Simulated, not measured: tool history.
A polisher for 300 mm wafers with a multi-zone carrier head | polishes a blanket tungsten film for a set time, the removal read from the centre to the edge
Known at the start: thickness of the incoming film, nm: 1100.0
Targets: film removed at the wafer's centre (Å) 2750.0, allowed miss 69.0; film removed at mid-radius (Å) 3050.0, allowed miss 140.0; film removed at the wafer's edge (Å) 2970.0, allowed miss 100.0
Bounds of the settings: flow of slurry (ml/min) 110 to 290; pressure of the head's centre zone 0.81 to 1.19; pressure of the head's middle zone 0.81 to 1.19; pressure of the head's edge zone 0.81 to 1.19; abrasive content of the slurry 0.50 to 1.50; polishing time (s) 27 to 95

run	hour	flow of slurry (ml/min)	pressure of the head's centre zone	pressure of the head's middle zone	pressure of the head's edge zone	abrasive content of the slurry	polishing time (s)	film removed at the wafer's centre (Å)	film removed at mid-radius (Å)	film removed at the wafer's edge (Å)
1	0.0	185	1.00	1.00	1.00	1.00	61	2233.2	2303.7	2209.6
2	6.6	185	1.00	0.94	1.00	1.00	61	2248.8	2247.4	2186.0
3	14.9	200	1.00	1.00	1.05	1.15	62	2402.7	2457.8	2385.3
4	19.7	200	0.92	1.00	1.05	1.15	62	2199.6	2437.0	2350.6
5	23.2	200	0.93	1.03	1.09	1.25	64	2341.7	2679.6	2531.5
6	29.6	200	0.93	1.03	1.09	1.25	50	1828.2	2050.8	1965.8
7	35.1	195	0.94	1.03	1.12	1.35	56	2112.3	2384.7	2301.9
# hour 42.0: edge zone pressure recalibrated
8	42.0	180	0.96	1.03	1.13	1.40	60	2282.8	2491.5	2493.0
9	42.5	190	0.97	1.04	1.15	1.45	62	2419.1	2696.6	2668.8
10	46.8	205	0.98	1.04	1.16	1.45	63	2553.9	2719.0	2729.1
11	47.7	210	0.98	1.05	1.17	1.45	64	2562.4	2798.2	2855.6
12	52.5	225	0.99	1.07	1.16	1.45	64	2608.2	2848.7	2816.2
13	57.1	230	1.00	1.09	1.17	1.45	64	2643.0	2920.5	2818.9

4 next moves are on the table. One of them brings every result within its allowed miss. Which?
A	61.7	215	0.96	1.18	1.10	1.50	70	?	?	?
B	61.7	245	0.98	1.06	1.16	1.25	69	?	?	?
C	61.7	270	0.94	1.16	1.19	1.30	65	?	?	?
D	61.7	205	0.96	1.13	1.10	1.20	73	?	?	?

move	film removed at the wafer's centre (Å)	film removed at mid-radius (Å)	film removed at the wafer's edge (Å)
A	2759.2	3374.5	2946.0
B	2715.1	2979.8	2905.6
C	2506.3	3076.7	2812.8
D	2727.7	3223.3	2921.7
A: brings the result that was furthest off to its target, and leaves another outside
B: meets every target
C: further off than the last run
D: brings the result that was furthest off to its target, and leaves another outside
Move B is the one to make.
